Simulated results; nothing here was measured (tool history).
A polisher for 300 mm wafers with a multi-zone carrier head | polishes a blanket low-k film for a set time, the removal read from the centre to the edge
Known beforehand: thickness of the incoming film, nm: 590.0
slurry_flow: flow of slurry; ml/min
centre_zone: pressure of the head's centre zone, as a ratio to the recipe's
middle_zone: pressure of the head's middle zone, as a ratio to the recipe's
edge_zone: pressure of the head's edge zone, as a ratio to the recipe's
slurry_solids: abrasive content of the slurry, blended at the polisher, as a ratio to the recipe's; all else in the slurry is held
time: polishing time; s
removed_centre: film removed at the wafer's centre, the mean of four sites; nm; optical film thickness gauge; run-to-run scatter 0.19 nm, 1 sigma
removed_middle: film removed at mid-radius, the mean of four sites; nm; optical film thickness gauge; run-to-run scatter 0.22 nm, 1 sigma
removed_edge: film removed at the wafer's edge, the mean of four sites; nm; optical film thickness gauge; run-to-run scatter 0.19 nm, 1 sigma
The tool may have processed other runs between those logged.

{"run": 1, "hour": 0.0, "slurry_flow": 210, "centre_zone": 1.0, "middle_zone": 1.0, "edge_zone": 1.0, "slurry_solids": 1.0, "time": 31, "removed_centre": 13.263, "removed_middle": 13.912, "removed_edge": 13.875}
{"run": 2, "hour": 7.8, "slurry_flow": 215, "centre_zone": 1.01, "middle_zone": 1.0, "edge_zone": 1.02, "slurry_solids": 1.05, "time": 31, "removed_centre": 13.783, "removed_middle": 14.871, "removed_edge": 14.613}
{"run": 3, "hour": 10.9, "slurry_flow": 185, "centre_zone": 1.01, "middle_zone": 1.0, "edge_zone": 1.02, "slurry_solids": 1.05, "time": 31, "removed_centre": 13.107, "removed_middle": 14.029, "removed_edge": 13.906}
{"run": 4, "hour": 15.7, "slurry_flow": 200, "centre_zone": 1.02, "middle_zone": 0.99, "edge_zone": 1.03, "slurry_solids": 1.05, "time": 31, "removed_centre": 13.728, "removed_middle": 14.181, "removed_edge": 14.341}
{"run": 5, "hour": 20.5, "slurry_flow": 215, "centre_zone": 1.03, "middle_zone": 0.98, "edge_zone": 1.04, "slurry_solids": 1.05, "time": 31, "removed_centre": 13.718, "removed_middle": 14.507, "removed_edge": 14.228}
{"run": 6, "hour": 23.2, "slurry_flow": 210, "centre_zone": 1.03, "middle_zone": 0.96, "edge_zone": 1.03, "slurry_solids": 1.1, "time": 31, "removed_centre": 14.05, "removed_middle": 13.725, "removed_edge": 14.36}
{"run": 7, "hour": 27.5, "slurry_flow": 220, "centre_zone": 1.03, "middle_zone": 0.96, "edge_zone": 1.04, "slurry_solids": 1.15, "time": 31, "removed_centre": 14.262, "removed_middle": 14.45, "removed_edge": 14.646}
{"run": 8, "hour": 36.4, "slurry_flow": 220, "centre_zone": 1.03, "middle_zone": 0.95, "edge_zone": 1.05, "slurry_solids": 1.2, "time": 31, "removed_centre": 14.678, "removed_middle": 14.484, "removed_edge": 14.904}
{"run": 9, "hour": 41.2, "slurry_flow": 220, "centre_zone": 1.03, "middle_zone": 0.95, "edge_zone": 1.05, "slurry_solids": 1.2, "time": 31, "removed_centre": 14.541, "removed_middle": 14.408, "removed_edge": 14.949}
{"run": 10, "hour": 49.7, "slurry_flow": 225, "centre_zone": 1.03, "middle_zone": 0.94, "edge_zone": 1.06, "slurry_solids": 1.25, "time": 31, "removed_centre": 14.526, "removed_middle": 14.712, "removed_edge": 15.202}
{"run": 11, "hour": 54.7, "slurry_flow": 225, "centre_zone": 1.04, "middle_zone": 0.93, "edge_zone": 1.07, "slurry_solids": 1.3, "time": 31, "removed_centre": 15.118, "removed_middle": 14.578, "removed_edge": 15.561}

Run 12, settings as shown, results not yet in. Your forecast:
{"run": 12, "hour": 60.7, "slurry_flow": 225, "centre_zone": 1.04, "middle_zone": 0.93, "edge_zone": 1.07, "slurry_solids": 1.3, "time": 31, "removed_centre": "?", "removed_middle": "?", "removed_edge": "?"}

Run 12 measured removed_centre 15.284 nm, removed_middle 15.073 nm, removed_edge 15.685 nm.
